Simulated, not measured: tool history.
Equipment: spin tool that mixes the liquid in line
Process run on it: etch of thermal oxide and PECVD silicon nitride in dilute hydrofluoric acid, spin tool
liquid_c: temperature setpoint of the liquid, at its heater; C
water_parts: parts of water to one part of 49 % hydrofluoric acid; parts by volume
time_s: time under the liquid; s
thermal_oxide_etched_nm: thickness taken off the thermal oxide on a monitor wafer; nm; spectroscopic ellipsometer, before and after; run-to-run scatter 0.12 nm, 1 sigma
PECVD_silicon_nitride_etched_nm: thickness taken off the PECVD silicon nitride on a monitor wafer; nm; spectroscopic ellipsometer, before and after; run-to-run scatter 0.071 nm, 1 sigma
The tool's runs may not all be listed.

run	hour	liquid_c	water_parts	time_s	thermal_oxide_etched_nm	PECVD_silicon_nitride_etched_nm
1	0.0	24.0	70	75	5.3369	5.9744
2	5.1	24.0	50	75	7.6459	8.2963
3	6.1	24.0	45	80	9.2564	9.7593
4	11.5	24.0	40	80	10.4760	10.9410
5	20.4	24.0	35	80	11.9780	12.4610
6	24.9	21.0	35	80	10.6870	10.0600
7	32.7	22.0	25	85	16.5390	16.0130
8	40.3	21.5	20	85	20.4140	19.1040
9	41.9	21.5	25	85	16.3050	15.3490
10	48.5	22.0	25	85	16.5800	15.8360

What will run 11 give?
11	49.2	22.0	20	85	?	?

thermal_oxide_etched_nm: 20.9920 nm
PECVD_silicon_nitride_etched_nm: 19.8230 nm

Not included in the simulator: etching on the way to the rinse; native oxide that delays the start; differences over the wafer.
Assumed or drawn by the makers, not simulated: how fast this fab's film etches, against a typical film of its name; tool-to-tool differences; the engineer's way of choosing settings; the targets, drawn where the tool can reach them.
